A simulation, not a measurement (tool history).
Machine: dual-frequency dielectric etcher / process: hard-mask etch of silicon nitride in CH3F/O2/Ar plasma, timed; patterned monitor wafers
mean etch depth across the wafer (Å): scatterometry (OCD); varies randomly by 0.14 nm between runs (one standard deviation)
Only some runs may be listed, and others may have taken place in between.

run,hour,source power (W),bias power (W),etch time (s),mean etch depth across the wafer (Å)
1,0,290,68,96.5,529.95
2,1.2,290,68,88.5,487.44
3,2.9,250,68,88.5,453.44
4,10.6,280,68,88.5,477.37
5,11.8,280,68,96.5,522.15
6,15.5,290,68,96.5,532.3

Run 7 comes next. What will it give?
7,18.5,300,68,96.5,?

Logged for run 7: mean etch depth across the wafer (Å) 540.24.
